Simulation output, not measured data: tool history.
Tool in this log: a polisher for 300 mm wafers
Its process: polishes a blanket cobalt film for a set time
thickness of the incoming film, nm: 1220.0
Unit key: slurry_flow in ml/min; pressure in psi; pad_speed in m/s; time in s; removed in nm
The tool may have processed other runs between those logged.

run	hour	slurry_flow	pressure	pad_speed	time	removed
1	0	200	2.1	1.04	46	208.08
2	6.1	200	1.9	0.98	46	181.24
3	14.4	200	1.8	0.92	46	160.99
4	22.6	155	1.8	0.92	46	153.05
5	27.9	120	1.8	0.92	46	145.15
6	31.7	120	1.8	1.02	46	161.89
7	37.1	120	1.7	0.98	46	148.24

Predict the results of run 8:
8	42.8	120	1.6	0.94	46	?

removed: 130.9 nm
